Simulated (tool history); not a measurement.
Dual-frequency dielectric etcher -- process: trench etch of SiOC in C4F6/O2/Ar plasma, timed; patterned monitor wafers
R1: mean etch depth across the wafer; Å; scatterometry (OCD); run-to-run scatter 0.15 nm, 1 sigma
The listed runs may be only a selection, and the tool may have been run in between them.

{"run": 1, "hour": 0.0, "source power (kW)": 0.36, "bias power (kW)": 0.19, "etch time (s)": 26, "R1": 457.22}
{"run": 2, "hour": 3.7, "source power (kW)": 0.34, "bias power (kW)": 0.186, "etch time (s)": 26, "R1": 445.93}
{"run": 3, "hour": 9.9, "source power (kW)": 0.34, "bias power (kW)": 0.186, "etch time (s)": 26, "R1": 444.13}
{"run": 4, "hour": 11.0, "source power (kW)": 0.32, "bias power (kW)": 0.183, "etch time (s)": 26, "R1": 427.24}
{"run": 5, "hour": 18.3, "source power (kW)": 0.32, "bias power (kW)": 0.183, "etch time (s)": 27.5, "R1": 457.05}
{"run": 6, "hour": 21.8, "source power (kW)": 0.32, "bias power (kW)": 0.15, "etch time (s)": 27.5, "R1": 430.38}
{"run": 7, "hour": 26.6, "source power (kW)": 0.3, "bias power (kW)": 0.149, "etch time (s)": 27.5, "R1": 414.85}

Predict the results of run 8:
{"run": 8, "hour": 29.2, "source power (kW)": 0.29, "bias power (kW)": 0.149, "etch time (s)": 27.5, "R1": "?"}

R1: 409.62 Å
